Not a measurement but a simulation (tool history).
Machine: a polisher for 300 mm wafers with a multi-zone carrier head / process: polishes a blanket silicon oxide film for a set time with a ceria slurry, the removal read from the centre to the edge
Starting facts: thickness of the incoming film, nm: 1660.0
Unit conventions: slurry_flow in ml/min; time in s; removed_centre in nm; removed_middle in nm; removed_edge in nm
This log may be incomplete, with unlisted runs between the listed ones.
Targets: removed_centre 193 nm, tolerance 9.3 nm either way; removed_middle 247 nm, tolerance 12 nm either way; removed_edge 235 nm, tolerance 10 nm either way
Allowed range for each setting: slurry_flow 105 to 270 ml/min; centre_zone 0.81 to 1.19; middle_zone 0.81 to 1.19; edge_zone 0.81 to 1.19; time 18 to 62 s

run    day  slurry_flow  centre_zone  middle_zone  edge_zone  time  removed_centre  removed_middle  removed_edge
  1      0          175            1            1          1    40          163.49          167.93        171.61
  2  0.238          180         0.97         1.04       1.04    43          173.55          186.17        185.17
  3  0.279          180         0.97         1.04       1.04    51          205.61          222.66        221.36
  4  0.462          180          0.9         1.04       1.04    51           193.4          223.54        213.08
  5  0.654          175         0.88         1.06       1.08    52          194.21           231.1        226.55
  6  0.962          140         0.88         1.06       1.08    52          186.81          222.34        222.03
  7  1.004          145         0.88         1.08       1.09    52          186.11          229.67         230.6
  8  1.338          150         0.88         1.09       1.08    52          187.11          229.58        224.86

5 next moves are on the table. One of them brings every result within its allowed miss. Which?
  A  1.671          160         0.86         1.05       0.95    53               ?               ?             ?
  B  1.671          140         0.82         1.19       1.03    56               ?               ?             ?
  C  1.671          175         0.88         1.15       1.13    52               ?               ?             ?
  D  1.671          105         0.91         1.03       1.19    53               ?               ?             ?
  E  1.671          195         0.84         1.17       1.02    50               ?               ?             ?

move  removed_centre  removed_middle  removed_edge
   A          187.24          226.39        215.89
   B          185.18           261.9        233.82
   C          190.46          242.64        232.21
   D           186.1          210.56        232.14
   E          177.25          239.89        214.05
A: the biggest miss grows against the last run
B: carries the result that was furthest off beyond its target, to the other side
C: all results in spec
D: the biggest miss grows against the last run
E: the furthest-off result lands on target, but another misses its tolerance
C is the move that brings every result within its allowed miss.
